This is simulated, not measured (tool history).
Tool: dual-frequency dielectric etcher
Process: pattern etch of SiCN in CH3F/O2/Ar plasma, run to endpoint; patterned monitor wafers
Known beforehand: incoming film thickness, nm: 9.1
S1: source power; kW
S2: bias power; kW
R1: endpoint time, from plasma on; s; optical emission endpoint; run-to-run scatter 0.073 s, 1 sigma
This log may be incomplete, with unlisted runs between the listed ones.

run  hour     S1     S2      R1
  1   0.0  0.480  0.098  19.185
  2   3.1  0.480  0.109  18.597
  3   9.7  0.480  0.118  18.235
  4  11.4  0.440  0.109  19.109
  5  15.0  0.520  0.109  18.056
  6  20.9  0.520  0.126  17.302
  7  23.4  0.520  0.126  17.257

Predict the results of run 8:
  8  24.8  0.470  0.115   ?

R1: 18.494 s
